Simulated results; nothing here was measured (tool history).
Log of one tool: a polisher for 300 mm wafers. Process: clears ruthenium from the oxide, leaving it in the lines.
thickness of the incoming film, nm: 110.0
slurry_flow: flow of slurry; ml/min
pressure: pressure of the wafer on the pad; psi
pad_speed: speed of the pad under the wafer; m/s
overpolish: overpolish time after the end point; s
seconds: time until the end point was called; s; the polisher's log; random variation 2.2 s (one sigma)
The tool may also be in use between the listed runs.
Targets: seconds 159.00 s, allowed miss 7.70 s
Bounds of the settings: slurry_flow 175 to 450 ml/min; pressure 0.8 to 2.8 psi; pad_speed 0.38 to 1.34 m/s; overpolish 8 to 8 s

run  hour  slurry_flow  pressure  pad_speed  overpolish  seconds
  1   0.0          290       1.8       0.86           8   116.76
  2   7.4          290       1.7       0.86           8   121.14
  3  12.0          290       1.6       0.86           8   128.80
  4  19.4          290       1.6       1.02           8   109.41
  5  26.3          290       1.5       1.02           8   116.43
  6  27.2          290       1.4       1.02           8   121.31
  7  29.1          290       1.3       1.02           8   133.01
  8  38.0          290       1.2       1.02           8   144.62

Which of these 4 next moves meets every target?
  A  46.9          275       1.2       1.10           8        ?
  B  46.9          300       1.2       1.08           8        ?
  C  46.9          180       1.1       1.08           8        ?
  D  46.9          370       1.2       1.06           8        ?

move  seconds
   A   132.49
   B   133.68
   C   155.57
   D   133.67
A: further off than the last run
B: further off than the last run
C: meets every target
D: further off than the last run
Answer: C
